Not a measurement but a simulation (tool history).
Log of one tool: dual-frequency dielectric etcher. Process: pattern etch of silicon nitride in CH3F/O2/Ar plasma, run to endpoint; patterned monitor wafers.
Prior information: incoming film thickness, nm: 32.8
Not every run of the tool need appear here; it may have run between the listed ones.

run  hour  source power (W)  bias power (W)  endpoint time (s)
  1     0               380              86             46.154
  2   2.3               400              87             44.662
  3   8.2               420              88             43.294
  4  11.7               450              88             42.469
  5  17.4               460              89             41.611
  6  23.8               470              89             41.357
  7    32               480              89              40.99
  8  40.5               490              89             40.627

Run 9 has not been measured yet. What should we expect?
  9  43.6               500              89                  ?

Logged for run 9: endpoint time (s) 40.172.

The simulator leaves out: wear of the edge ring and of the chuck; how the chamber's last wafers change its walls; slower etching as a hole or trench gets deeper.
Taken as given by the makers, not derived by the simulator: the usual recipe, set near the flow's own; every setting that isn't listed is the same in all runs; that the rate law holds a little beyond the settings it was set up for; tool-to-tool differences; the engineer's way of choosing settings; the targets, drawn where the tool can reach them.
